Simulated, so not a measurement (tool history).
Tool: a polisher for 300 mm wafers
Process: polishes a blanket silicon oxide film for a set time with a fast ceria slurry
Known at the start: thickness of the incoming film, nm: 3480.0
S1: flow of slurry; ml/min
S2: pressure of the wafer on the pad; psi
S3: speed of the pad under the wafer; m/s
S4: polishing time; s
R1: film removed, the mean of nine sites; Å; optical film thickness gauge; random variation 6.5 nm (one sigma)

Run 1, hour 0.0: S1 175 ml/min, S2 3.0 psi, S3 0.76 m/s, S4 44 s. Result: R1 7244.6 Å.
Run 2, hour 6.8: S1 175 ml/min, S2 3.0 psi, S3 0.60 m/s, S4 44 s. Result: R1 6233.5 Å.
Run 3, hour 9.6: S1 220 ml/min, S2 3.0 psi, S3 0.60 m/s, S4 44 s. Result: R1 6370.2 Å.
Run 4, hour 10.9: S1 220 ml/min, S2 3.2 psi, S3 0.60 m/s, S4 44 s. Result: R1 6737.4 Å.
Run 5, hour 18.8: S1 180 ml/min, S2 3.2 psi, S3 0.60 m/s, S4 44 s. Result: R1 6519.5 Å.
Run 6, hour 27.6: S1 180 ml/min, S2 3.6 psi, S3 0.60 m/s, S4 44 s. Result: R1 7291.6 Å.
Run 7, hour 28.5: S1 180 ml/min, S2 3.6 psi, S3 0.60 m/s, S4 44 s. Result: R1 7338.8 Å.
Run 8, hour 31.2: S1 185 ml/min, S2 3.6 psi, S3 0.60 m/s, S4 44 s. Result: R1 7375.6 Å.
At hour 34.8: head pressure recalibrated.
Run 9, hour 34.8: S1 185 ml/min, S2 3.6 psi, S3 0.60 m/s, S4 44 s. Result: R1 6822.8 Å.
Run 10, hour 41.7: S1 185 ml/min, S2 3.8 psi, S3 0.60 m/s, S4 44 s. Result: R1 7288.4 Å.

Forecast run 11:
Run 11, hour 46.0: S1 185 ml/min, S2 3.9 psi, S3 0.60 m/s, S4 44 s. Result: R1 ?.

R1: 7333.0 Å
